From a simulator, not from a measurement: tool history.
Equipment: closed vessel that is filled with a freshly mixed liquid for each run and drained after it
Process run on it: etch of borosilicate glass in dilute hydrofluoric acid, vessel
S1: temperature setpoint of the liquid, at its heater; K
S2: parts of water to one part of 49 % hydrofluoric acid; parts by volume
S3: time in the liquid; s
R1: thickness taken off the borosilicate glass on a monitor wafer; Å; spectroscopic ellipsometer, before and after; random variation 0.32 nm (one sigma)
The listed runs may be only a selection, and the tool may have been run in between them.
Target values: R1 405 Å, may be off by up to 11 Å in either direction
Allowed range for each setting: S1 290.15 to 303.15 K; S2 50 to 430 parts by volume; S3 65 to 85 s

run,day,S1,S2,S3,R1
1,0,295.15,240,85,118.75
2,0.083,296.15,220,85,138.57
3,0.371,296.65,205,85,152.38
4,0.662,293.65,205,85,136.08
5,0.967,294.65,190,85,153.2
6,1.212,294.65,190,65,117.83
7,1.354,295.65,175,65,136.69
8,1.688,299.65,80,75,448.42
9,1.754,299.15,80,75,439

4 next moves are on the table. One of them brings every result within its allowed miss. Which?
A,1.821,300.15,100,85,?
B,1.821,301.15,85,65,?
C,1.821,302.65,95,70,?
D,1.821,299.65,105,85,?

move,R1
A,397.29
B,379.09
C,381.49
D,368.74
A: every result within its allowed miss
B: the result that was furthest off in the last run now lies on the other side of its target
C: the result that was furthest off in the last run now lies on the other side of its target
D: the result that was furthest off in the last run now lies on the other side of its target
The right move is A.
